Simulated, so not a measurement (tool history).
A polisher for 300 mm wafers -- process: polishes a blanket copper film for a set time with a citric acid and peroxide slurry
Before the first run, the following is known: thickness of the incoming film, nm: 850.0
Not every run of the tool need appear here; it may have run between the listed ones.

run  hour  flow of slurry (ml/min)  pressure of the wafer on the pad (psi)  speed of the pad under the wafer (m/s)  abrasive content of the slurry  polishing time (s)  film removed (Å)
  1   0.0                      160                                     3.2                                    0.94                             1.0                  43            917.35
  2   8.7                      160                                     3.0                                    0.94                             1.0                  43            874.89
  3  12.6                      160                                     3.0                                    1.12                             1.0                  43           1023.10
  4  18.5                      160                                     3.0                                    1.12                             1.0                  38            897.59
  5  20.5                      160                                     2.8                                    1.12                             1.0                  38            866.39
  6  28.0                      160                                     2.6                                    1.12                             1.0                  38            789.29
  7  31.9                      160                                     2.5                                    1.12                             1.0                  38            750.70

Forecast run 8:
  8  33.8                      160                                     2.4                                    1.12                             1.0                  38                 ?

{"run 8": {"film removed (Å)": 718.1}}

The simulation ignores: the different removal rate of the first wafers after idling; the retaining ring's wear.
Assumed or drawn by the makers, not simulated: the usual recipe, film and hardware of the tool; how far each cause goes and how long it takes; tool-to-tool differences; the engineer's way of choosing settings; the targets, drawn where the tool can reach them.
